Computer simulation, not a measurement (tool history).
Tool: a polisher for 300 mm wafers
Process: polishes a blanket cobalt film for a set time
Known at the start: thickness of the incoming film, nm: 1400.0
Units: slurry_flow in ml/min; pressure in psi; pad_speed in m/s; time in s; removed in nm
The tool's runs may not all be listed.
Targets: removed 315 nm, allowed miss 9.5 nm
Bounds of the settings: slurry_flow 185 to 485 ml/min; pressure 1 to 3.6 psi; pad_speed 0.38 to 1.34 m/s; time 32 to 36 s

run    day  slurry_flow  pressure  pad_speed  time  removed
  1      0          310       2.3       0.86    36   182.84
  2  0.329          310       2.3       0.86    32   159.86
  3  0.633          310       2.7       0.88    32   193.63
  4  0.967          310         3       0.92    32   221.65
  5  1.338          310         3       0.92    36   245.24
     1.683  -- slurry nozzle cleaned
  6  1.683          310       3.2       0.92    36   271.17
  7  1.738          310       3.3       0.92    36   283.28
  8  1.779          315       3.6       0.92    36   302.96

4 next moves are on the table. One of them brings every result within its allowed miss. Which?
  A  1.821          375       3.6       0.98    32        ?
  B  1.821          370       3.4       1.12    32        ?
  C  1.821          310       3.3       0.92    36        ?
  D  1.821          300       3.3       1.02    33        ?

move  removed
   A    288.2
   B   310.91
   C   277.72
   D   280.86
A: further off than the last run
B: meets every target
C: further off than the last run
D: further off than the last run
Answer: B

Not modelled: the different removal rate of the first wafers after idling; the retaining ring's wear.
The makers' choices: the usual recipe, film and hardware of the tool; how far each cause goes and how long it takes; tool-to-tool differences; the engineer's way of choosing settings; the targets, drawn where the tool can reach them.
